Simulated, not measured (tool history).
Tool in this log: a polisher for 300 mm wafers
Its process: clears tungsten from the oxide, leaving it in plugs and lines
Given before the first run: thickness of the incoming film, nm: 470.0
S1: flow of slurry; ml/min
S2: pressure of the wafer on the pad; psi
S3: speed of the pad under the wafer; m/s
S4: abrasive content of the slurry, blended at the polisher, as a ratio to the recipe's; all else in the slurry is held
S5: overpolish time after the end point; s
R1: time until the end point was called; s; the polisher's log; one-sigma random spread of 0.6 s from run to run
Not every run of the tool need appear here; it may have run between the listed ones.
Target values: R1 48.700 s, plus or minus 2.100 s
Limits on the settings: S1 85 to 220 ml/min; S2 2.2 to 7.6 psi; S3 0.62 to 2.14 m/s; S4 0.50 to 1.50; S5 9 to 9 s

run 1 day=0.000 | S1=140 S2=4.9 S3=1.38 S4=1.00 S5=9 | R1=61.930
run 2 day=0.329 | S1=140 S2=4.9 S3=1.38 S4=1.00 S5=9 | R1=63.537
run 3 day=0.696 | S1=105 S2=4.9 S3=1.38 S4=1.00 S5=9 | R1=66.628
run 4 day=0.875 | S1=115 S2=5.3 S3=1.38 S4=1.00 S5=9 | R1=60.383
run 5 day=0.958 | S1=130 S2=5.3 S3=1.38 S4=1.00 S5=9 | R1=59.828
run 6 day=1.038 | S1=130 S2=5.3 S3=1.38 S4=0.80 S5=9 | R1=63.094
run 7 day=1.329 | S1=140 S2=5.7 S3=1.38 S4=0.80 S5=9 | R1=58.999
run 8 day=1.583 | S1=145 S2=6.0 S3=1.38 S4=0.80 S5=9 | R1=55.078
run 9 day=1.808 | S1=150 S2=6.2 S3=1.38 S4=0.80 S5=9 | R1=52.222
run 10 day=1.846 | S1=155 S2=6.3 S3=1.38 S4=0.80 S5=9 | R1=51.176
run 11 day=1.896 | S1=155 S2=6.4 S3=1.38 S4=0.80 S5=9 | R1=51.097

Below are 4 possible settings for the next run. Only one of them brings all results inside the allowed miss of their targets. Which is it?
run A day=1.946 | S1=170 S2=6.2 S3=1.22 S4=0.90 S5=9 | R1=?
run B day=1.946 | S1=185 S2=6.6 S3=1.34 S4=0.85 S5=9 | R1=?
run C day=1.946 | S1=155 S2=7.2 S3=1.10 S4=0.90 S5=9 | R1=?
run D day=1.946 | S1=135 S2=6.8 S3=1.22 S4=0.70 S5=9 | R1=?

move=A R1=55.656
move=B R1=48.059
move=C R1=53.829
move=D R1=56.795
A: moves away from the targets compared with the last run
B: in spec on every target
C: moves away from the targets compared with the last run
D: moves away from the targets compared with the last run
The right move is B.
